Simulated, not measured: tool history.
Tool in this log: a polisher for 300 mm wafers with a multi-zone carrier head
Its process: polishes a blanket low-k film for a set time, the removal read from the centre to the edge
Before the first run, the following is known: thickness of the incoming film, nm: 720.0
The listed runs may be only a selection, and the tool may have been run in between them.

| run | hour | flow of slurry (ml/min) | pressure of the head's centre zone | pressure of the head's middle zone | pressure of the head's edge zone | abrasive content of the slurry | polishing time (s) | film removed at the wafer's centre (Å) | film removed at mid-radius (Å) | film removed at the wafer's edge (Å) |
|---|---|---|---|---|---|---|---|---|---|---|
| 1 | 0 | 315 | 1 | 1 | 1 | 1 | 39 | 183.01 | 191.35 | 188.6 |
| 2 | 2.2 | 315 | 1 | 1 | 0.97 | 1 | 39 | 189.46 | 194.86 | 184.09 |
| 3 | 10 | 315 | 1 | 1 | 0.97 | 0.8 | 39 | 164.27 | 168.11 | 166.03 |
| 4 | 11.4 | 360 | 1 | 1 | 0.97 | 0.8 | 39 | 165.44 | 172.31 | 167.11 |
| 5 | 17.9 | 320 | 1 | 1 | 0.97 | 0.8 | 39 | 164.58 | 171.5 | 163.29 |
| 6 | 23.2 | 330 | 1 | 1.02 | 1 | 0.85 | 39 | 169.81 | 179.36 | 175.7 |
| 7 | 31.9 | 335 | 1.01 | 1.04 | 1.03 | 0.9 | 39 | 178.97 | 190.08 | 183 |
| 8 | 40.2 | 335 | 1 | 1.05 | 1.05 | 0.95 | 39 | 186.5 | 193.36 | 190.86 |

Expected results for the next run?
| 9 | 46.9 | 335 | 0.98 | 1.07 | 1.07 | 1 | 39 | ? | ? | ? |

film removed at the wafer's centre (Å): 186.95
film removed at mid-radius (Å): 204.05
film removed at the wafer's edge (Å): 197.07
